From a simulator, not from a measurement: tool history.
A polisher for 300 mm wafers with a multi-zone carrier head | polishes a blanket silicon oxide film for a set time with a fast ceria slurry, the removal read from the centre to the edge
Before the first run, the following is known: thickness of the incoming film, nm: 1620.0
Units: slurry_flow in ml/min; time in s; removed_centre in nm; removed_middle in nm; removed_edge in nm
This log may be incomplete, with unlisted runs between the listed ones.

| run | hour | slurry_flow | centre_zone | middle_zone | edge_zone | time | removed_centre | removed_middle | removed_edge |
|---|---|---|---|---|---|---|---|---|---|
| 1 | 0 | 260 | 1 | 1 | 1 | 32 | 475.62 | 497.54 | 479.88 |
| 2 | 2.4 | 255 | 1.02 | 1 | 0.95 | 31 | 468.12 | 470.72 | 454.16 |
| 3 | 5.7 | 255 | 1.04 | 1.03 | 0.92 | 30 | 462.24 | 473.77 | 436.18 |
| 4 | 10.4 | 255 | 1.04 | 1.03 | 0.92 | 25 | 388.03 | 398.06 | 357.04 |
| 5 | 12.1 | 270 | 1.06 | 1.04 | 0.92 | 25 | 393.07 | 393.08 | 365.83 |
| 6 | 16.9 | 270 | 1.06 | 1.04 | 0.88 | 25 | 402.73 | 397.09 | 358.58 |

Predict the results of run 7:
| 7 | 21.9 | 280 | 1.07 | 1.06 | 0.87 | 25 | ? | ? | ? |

Run 7 produced removed_centre 407.06 nm, removed_middle 395.99 nm, removed_edge 355.08 nm.
